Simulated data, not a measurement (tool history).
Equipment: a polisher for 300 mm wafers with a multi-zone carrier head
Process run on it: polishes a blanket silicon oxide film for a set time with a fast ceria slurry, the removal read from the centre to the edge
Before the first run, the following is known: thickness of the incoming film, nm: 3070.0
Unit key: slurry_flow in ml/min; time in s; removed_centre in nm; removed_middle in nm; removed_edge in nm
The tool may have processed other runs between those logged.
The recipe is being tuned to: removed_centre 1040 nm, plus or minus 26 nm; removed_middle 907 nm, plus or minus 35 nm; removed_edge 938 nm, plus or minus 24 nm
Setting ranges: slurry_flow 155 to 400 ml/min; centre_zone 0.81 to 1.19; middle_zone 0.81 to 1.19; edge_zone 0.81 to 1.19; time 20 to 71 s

run  hour  slurry_flow  centre_zone  middle_zone  edge_zone  time  removed_centre  removed_middle  removed_edge
  1     0          255            1            1          1    45          691.48          745.42        736.17
  2   6.4          255            1            1          1    50          771.89          818.35        806.33
  3  13.1          255         0.93            1          1    50          716.96          832.21        831.36
  4  14.7          255         0.88            1          1    50          681.33          835.89         825.9
     22.4  -- slurry nozzle cleaned
  5  22.4          265         0.92            1       1.01    50           748.1          864.61        850.22
  6  25.6          265         0.92            1       1.01    58           867.8          1020.6        998.05
  7  31.5          275         0.94         0.98          1    58          890.88          1006.2        984.46
  8  40.1          335         1.04         0.88       0.97    57          979.85          929.14        970.94
  9  41.1          335         1.05         0.88       0.96    57          1012.6          933.77        959.18
 10  48.9          335         1.07         0.87       0.95    57          1024.1          947.52         969.6
 11  49.6          335         1.08         0.86       0.95    57          1030.2          921.77        961.63

Below are 5 possible settings for the next run. Only one of them brings all results inside the allowed miss of their targets. Which is it?
  A  50.3          280         1.09         0.89       1.07    58               ?               ?             ?
  B  50.3          310         1.07         0.83       0.96    61               ?               ?             ?
  C  50.3          265         1.14         0.81       0.97    59               ?               ?             ?
  D  50.3          305          1.1         0.85       0.91    57               ?               ?             ?
  E  50.3          350         1.07         0.81       0.88    61               ?               ?             ?

move  removed_centre  removed_middle  removed_edge
   A          1029.8          955.05        1014.1
   B          1075.5          972.38        1028.6
   C          1087.8          910.49        986.32
   D          1031.6          920.47        939.55
   E          1088.8          968.97        1002.8
A: further off than the last run
B: further off than the last run
C: further off than the last run
D: every result lands within tolerance
E: further off than the last run
Answer: D
